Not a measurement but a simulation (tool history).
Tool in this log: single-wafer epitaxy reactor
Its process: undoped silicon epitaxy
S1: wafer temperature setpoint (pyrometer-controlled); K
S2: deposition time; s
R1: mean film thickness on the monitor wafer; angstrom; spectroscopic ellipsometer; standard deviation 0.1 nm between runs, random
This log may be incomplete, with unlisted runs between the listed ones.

run	hour	S1	S2	R1
1	0.0	908.15	280	360.01
2	2.8	903.15	280	322.51
3	9.5	900.15	279	302.00
4	12.2	906.15	279	341.29
5	19.5	899.15	279	293.33
6	24.7	903.15	279	320.95
7	25.6	900.15	278	299.92

What does the tool deliver on the next run?
8	31.0	897.15	277	?

{"run 8": {"R1": 279.77}}
